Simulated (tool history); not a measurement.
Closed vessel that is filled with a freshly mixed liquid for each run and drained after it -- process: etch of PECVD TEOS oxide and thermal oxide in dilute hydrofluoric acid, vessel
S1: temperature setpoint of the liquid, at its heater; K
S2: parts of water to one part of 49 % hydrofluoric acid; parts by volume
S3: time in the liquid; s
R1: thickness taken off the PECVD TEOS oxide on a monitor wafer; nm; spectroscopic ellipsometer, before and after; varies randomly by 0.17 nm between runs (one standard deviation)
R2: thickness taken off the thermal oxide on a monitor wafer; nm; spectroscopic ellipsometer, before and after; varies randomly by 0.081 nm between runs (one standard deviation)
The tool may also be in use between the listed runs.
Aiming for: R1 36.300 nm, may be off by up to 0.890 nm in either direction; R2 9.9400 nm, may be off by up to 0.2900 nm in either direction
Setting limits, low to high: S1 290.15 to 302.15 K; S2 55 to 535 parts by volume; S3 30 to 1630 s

Run 1, hour 0.0: S1 294.15 K, S2 295 parts by volume, S3 830 s. Result: R1 27.044 nm, R2 7.4685 nm.
Run 2, hour 1.8: S1 294.15 K, S2 400 parts by volume, S3 830 s. Result: R1 18.372 nm, R2 5.0505 nm.
Run 3, hour 10.6: S1 295.65 K, S2 380 parts by volume, S3 830 s. Result: R1 20.603 nm, R2 5.5816 nm.
Run 4, hour 18.6: S1 299.15 K, S2 380 parts by volume, S3 830 s. Result: R1 23.362 nm, R2 6.3414 nm.
Run 5, hour 21.2: S1 299.15 K, S2 380 parts by volume, S3 585 s. Result: R1 16.546 nm, R2 4.5556 nm.
Run 6, hour 28.1: S1 299.65 K, S2 345 parts by volume, S3 585 s. Result: R1 18.913 nm, R2 5.1245 nm.
Run 7, hour 37.3: S1 300.15 K, S2 310 parts by volume, S3 585 s. Result: R1 22.210 nm, R2 6.1215 nm.
Run 8, hour 40.0: S1 300.65 K, S2 290 parts by volume, S3 585 s. Result: R1 24.669 nm, R2 6.8326 nm.
Run 9, hour 44.8: S1 300.65 K, S2 290 parts by volume, S3 585 s. Result: R1 24.727 nm, R2 6.6963 nm.
Run 10, hour 50.5: S1 300.65 K, S2 270 parts by volume, S3 585 s. Result: R1 26.900 nm, R2 7.3168 nm.
Run 11, hour 51.6: S1 301.15 K, S2 255 parts by volume, S3 585 s. Result: R1 29.525 nm, R2 8.1726 nm.
Run 12, hour 56.4: S1 301.15 K, S2 255 parts by volume, S3 585 s. Result: R1 29.602 nm, R2 8.1350 nm.
Run 13, hour 59.9: S1 301.15 K, S2 245 parts by volume, S3 585 s. Result: R1 30.972 nm, R2 8.4800 nm.
Run 14, hour 63.2: S1 301.15 K, S2 240 parts by volume, S3 585 s. Result: R1 31.933 nm, R2 8.7105 nm.
Run 15, hour 64.5: S1 301.15 K, S2 235 parts by volume, S3 585 s. Result: R1 32.848 nm, R2 8.9867 nm.
Run 16, hour 70.6: S1 301.15 K, S2 230 parts by volume, S3 585 s. Result: R1 33.792 nm, R2 9.3510 nm.
Run 17, hour 74.4: S1 301.65 K, S2 225 parts by volume, S3 585 s. Result: R1 35.358 nm, R2 9.5552 nm.

Which of these 4 next moves meets every target?
Run A, hour 78.2: S1 298.65 K, S2 150 parts by volume, S3 390 s. Result: R1 ?, R2 ?.
Run B, hour 78.2: S1 299.15 K, S2 145 parts by volume, S3 390 s. Result: R1 ?, R2 ?.
Run C, hour 78.2: S1 299.65 K, S2 195 parts by volume, S3 580 s. Result: R1 ?, R2 ?.
Run D, hour 78.2: S1 300.15 K, S2 220 parts by volume, S3 655 s. Result: R1 ?, R2 ?.

move      R1       R2
   A  34.253   9.3717
   B  36.326   9.9388
   C  38.663  10.5780
   D  38.338  10.4890
A: further off than the last run
B: all results in spec
C: the result that was furthest off in the last run now lies on the other side of its target
D: the result that was furthest off in the last run now lies on the other side of its target
The right move is B.

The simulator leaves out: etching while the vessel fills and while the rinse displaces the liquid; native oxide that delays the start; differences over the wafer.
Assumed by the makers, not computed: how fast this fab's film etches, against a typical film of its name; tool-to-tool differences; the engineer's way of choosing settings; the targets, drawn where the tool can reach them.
